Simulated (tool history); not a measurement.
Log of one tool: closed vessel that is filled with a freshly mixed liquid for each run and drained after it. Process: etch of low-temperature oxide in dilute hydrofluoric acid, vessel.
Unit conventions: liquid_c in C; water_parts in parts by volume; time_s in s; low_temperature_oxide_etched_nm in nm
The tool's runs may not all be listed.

| run | hour | liquid_c | water_parts | time_s | low_temperature_oxide_etched_nm |
|---|---|---|---|---|---|
| 1 | 0.0 | 25.0 | 160 | 310 | 31.843 |
| 2 | 0.8 | 22.5 | 160 | 310 | 28.720 |
| 3 | 4.7 | 25.0 | 140 | 310 | 36.809 |
| 4 | 9.3 | 27.0 | 130 | 310 | 44.049 |
| 5 | 14.9 | 27.0 | 130 | 310 | 43.729 |
| 6 | 16.2 | 27.0 | 130 | 335 | 46.947 |
| 7 | 19.1 | 28.5 | 125 | 335 | 52.333 |
| 8 | 19.7 | 29.5 | 120 | 335 | 56.621 |
| 9 | 23.7 | 30.5 | 115 | 335 | 61.465 |

Run 10 comes next. What will it give?
| 10 | 31.3 | 33.0 | 110 | 335 | ? |

{"run 10": {"low_temperature_oxide_etched_nm": 70.538}}
